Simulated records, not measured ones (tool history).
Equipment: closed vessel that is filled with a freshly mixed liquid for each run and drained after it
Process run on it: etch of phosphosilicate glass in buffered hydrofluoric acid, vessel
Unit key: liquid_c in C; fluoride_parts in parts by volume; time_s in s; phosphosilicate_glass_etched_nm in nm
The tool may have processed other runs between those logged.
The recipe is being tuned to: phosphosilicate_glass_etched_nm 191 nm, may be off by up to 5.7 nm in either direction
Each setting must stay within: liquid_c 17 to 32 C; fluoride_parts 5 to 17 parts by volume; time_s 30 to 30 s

run  hour  liquid_c  fluoride_parts  time_s  phosphosilicate_glass_etched_nm
  1     0        24            10.5      30                           156.14
  2   3.8      21.5            10.5      30                           137.74
  3   9.2      22.5            10.5      30                           144.99
  4  17.1        23            10.5      30                           149.24
  5  18.9        23            10.5      30                           149.11
  6  27.4        23            10.5      30                           148.42
  7    35        23            10.5      30                           148.15
  8  43.1        27            10.5      30                           184.65
  9  45.5        27            10.5      30                           184.22
 10  52.2        27            10.5      30                           183.81

Of the 4 settings listed for the next run, only one would bring every result within its allowed miss of target. Which one?
  A  58.9        25              10      30                                ?
  B  58.9      26.5            10.5      30                                ?
  C  58.9        29            11.5      30                                ?
  D  58.9        25             9.5      30                                ?

move  phosphosilicate_glass_etched_nm
   A                           174.46
   B                           180.39
   C                           188.59
   D                           180.19
A: its largest miss is bigger than the last run's
B: its largest miss is bigger than the last run's
C: every result lands within tolerance
D: its largest miss is bigger than the last run's
The move that meets every target is C.
